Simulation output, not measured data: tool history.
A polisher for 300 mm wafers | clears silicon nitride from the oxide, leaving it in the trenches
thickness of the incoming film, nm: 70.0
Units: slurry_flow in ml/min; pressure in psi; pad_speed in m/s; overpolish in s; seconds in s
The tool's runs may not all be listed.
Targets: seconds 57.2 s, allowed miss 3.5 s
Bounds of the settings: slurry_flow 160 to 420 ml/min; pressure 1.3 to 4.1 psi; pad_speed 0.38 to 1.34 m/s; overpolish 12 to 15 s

| run | day | slurry_flow | pressure | pad_speed | overpolish | seconds |
|---|---|---|---|---|---|---|
| 1 | 0 | 270 | 2.7 | 0.86 | 15 | 79.457 |
| 2 | 0.208 | 270 | 2.7 | 0.72 | 15 | 97.3 |
| 3 | 0.275 | 270 | 3.1 | 0.74 | 15 | 80.686 |
| 4 | 0.638 | 270 | 3.3 | 0.74 | 15 | 75.35 |
| 5 | 0.8 | 270 | 3.5 | 0.74 | 15 | 75.638 |
| 6 | 0.925 | 270 | 3.6 | 0.78 | 15 | 67.799 |
| 7 | 0.95 | 270 | 3.7 | 0.8 | 15 | 64.084 |
| 8 | 1.142 | 270 | 3.8 | 0.8 | 15 | 63.655 |
| 9 | 1.225 | 270 | 3.9 | 0.8 | 15 | 60.557 |

Which of these 4 next moves meets every target?
| A | 1.308 | 335 | 3.6 | 0.8 | 13 | ? |
| B | 1.308 | 260 | 4.1 | 0.8 | 13 | ? |
| C | 1.308 | 300 | 3.5 | 0.82 | 15 | ? |
| D | 1.308 | 160 | 3.8 | 0.8 | 12 | ? |

| move | seconds |
|---|---|
| A | 64.084 |
| B | 57.477 |
| C | 64.816 |
| D | 64.567 |
A: further off than the last run
B: meets every target
C: further off than the last run
D: further off than the last run
Move B is the one to make.
